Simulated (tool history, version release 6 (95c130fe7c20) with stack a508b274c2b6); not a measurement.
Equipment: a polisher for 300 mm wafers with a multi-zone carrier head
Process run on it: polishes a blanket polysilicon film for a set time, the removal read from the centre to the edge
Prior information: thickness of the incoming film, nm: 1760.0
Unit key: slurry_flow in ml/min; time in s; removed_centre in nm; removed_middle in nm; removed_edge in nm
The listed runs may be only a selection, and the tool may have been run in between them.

run	day	slurry_flow	centre_zone	middle_zone	edge_zone	time	removed_centre	removed_middle	removed_edge
1	0	320	1	1	1	57	382.24	385.13	369.25
2	0.129	320	0.99	1.02	1.03	60	399.9	413.55	397.31
3	0.417	320	0.99	1.02	1.03	50	329.03	339.13	328.93
4	0.779	320	0.99	1.07	1.03	50	325.63	350.14	333.25
5	1.075	320	0.99	1.02	1.03	50	328.82	342.79	326.08
6	1.138	245	0.99	1.02	1.03	50	316.41	327.83	323.68
# day 1.288: edge zone pressure recalibrated
7	1.288	245	0.99	1.02	1.03	50	314.03	330.62	338.05

What does the tool deliver on the next run?
8	1.512	250	0.99	1.05	1.03	55	?	?	?

removed_centre: 349.96 nm
removed_middle: 378.41 nm
removed_edge: 367.19 nm

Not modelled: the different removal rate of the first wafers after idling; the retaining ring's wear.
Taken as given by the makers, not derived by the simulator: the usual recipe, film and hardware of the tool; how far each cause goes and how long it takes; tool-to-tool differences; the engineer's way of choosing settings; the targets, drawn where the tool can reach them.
